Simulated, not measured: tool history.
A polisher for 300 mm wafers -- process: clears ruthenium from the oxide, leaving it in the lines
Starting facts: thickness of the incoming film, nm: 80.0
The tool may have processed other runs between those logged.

run	hour	flow of slurry (ml/min)	pressure of the wafer on the pad (psi)	speed of the pad under the wafer (m/s)	overpolish time after the end point (s)	time until the end point was called (s)
1	0.0	220	1.5	0.86	8	141.72
2	8.5	220	1.4	0.86	8	147.42
3	12.6	220	1.3	0.86	8	162.73
4	14.1	220	1.2	0.86	8	174.51
5	22.2	220	1.5	0.86	8	138.74
6	29.0	220	1.5	0.86	7	140.32

For run 7, what comes out?
7	33.0	220	1.4	0.86	7	?

Run 7 came out at time until the end point was called (s) 147.91.

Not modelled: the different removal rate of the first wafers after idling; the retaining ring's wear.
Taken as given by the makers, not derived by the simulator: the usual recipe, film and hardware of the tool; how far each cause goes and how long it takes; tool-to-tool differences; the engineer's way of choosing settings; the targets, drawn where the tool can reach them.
